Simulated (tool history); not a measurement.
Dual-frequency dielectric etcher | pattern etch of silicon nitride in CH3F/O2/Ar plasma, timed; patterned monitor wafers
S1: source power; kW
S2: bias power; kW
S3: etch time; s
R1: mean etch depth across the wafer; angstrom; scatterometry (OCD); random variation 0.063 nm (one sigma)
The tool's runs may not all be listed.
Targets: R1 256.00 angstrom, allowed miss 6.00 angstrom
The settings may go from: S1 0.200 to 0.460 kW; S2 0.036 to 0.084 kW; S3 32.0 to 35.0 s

run,hour,S1,S2,S3,R1
1,0.0,0.330,0.060,35.0,218.93
2,8.3,0.330,0.060,32.0,199.35
3,10.1,0.330,0.055,32.0,192.30
4,17.4,0.330,0.049,32.0,185.81
5,23.7,0.290,0.049,32.0,178.51
6,27.0,0.300,0.052,32.0,184.10
7,32.8,0.360,0.064,35.0,230.63
8,41.8,0.370,0.064,35.0,231.50
9,44.2,0.380,0.065,35.0,235.39
10,51.9,0.390,0.065,35.0,238.20
11,59.6,0.400,0.065,35.0,238.85
12,66.6,0.400,0.066,35.0,240.18
13,74.2,0.420,0.068,35.0,246.23

5 next moves are on the table. One of them brings every result within its allowed miss. Which?
A,81.8,0.430,0.068,33.5,?
B,81.8,0.410,0.073,32.5,?
C,81.8,0.430,0.066,33.5,?
D,81.8,0.440,0.071,35.0,?
E,81.8,0.410,0.077,32.0,?

move,R1
A,239.19
B,234.59
C,236.57
D,255.86
E,235.66
A: further off than the last run
B: further off than the last run
C: further off than the last run
D: meets every target
E: further off than the last run
Answer: D
